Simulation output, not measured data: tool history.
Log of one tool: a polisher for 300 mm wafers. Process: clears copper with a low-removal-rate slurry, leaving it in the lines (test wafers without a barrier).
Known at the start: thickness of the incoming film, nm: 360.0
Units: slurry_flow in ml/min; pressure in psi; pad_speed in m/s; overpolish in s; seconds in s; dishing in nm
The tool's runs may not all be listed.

run,hour,slurry_flow,pressure,pad_speed,slurry_solids,overpolish,seconds,dishing
1,0.0,225,3.3,1.08,1.0,25,75.656,65.954
2,5.9,225,3.1,1.08,1.0,27,77.961,66.678
3,7.4,225,3.1,1.08,0.9,27,83.442,64.716
4,12.0,225,3.1,1.08,0.9,31,81.048,72.741
5,17.3,225,2.8,1.08,0.9,31,86.667,67.139
6,18.9,225,2.7,1.06,0.9,33,94.725,67.758
7,21.3,225,2.6,1.06,0.9,34,97.638,67.795

Run 8 comes next. What will it give?
8,25.9,225,2.5,1.06,0.9,35,?,?

seconds: 101.890 s
dishing: 65.047 nm
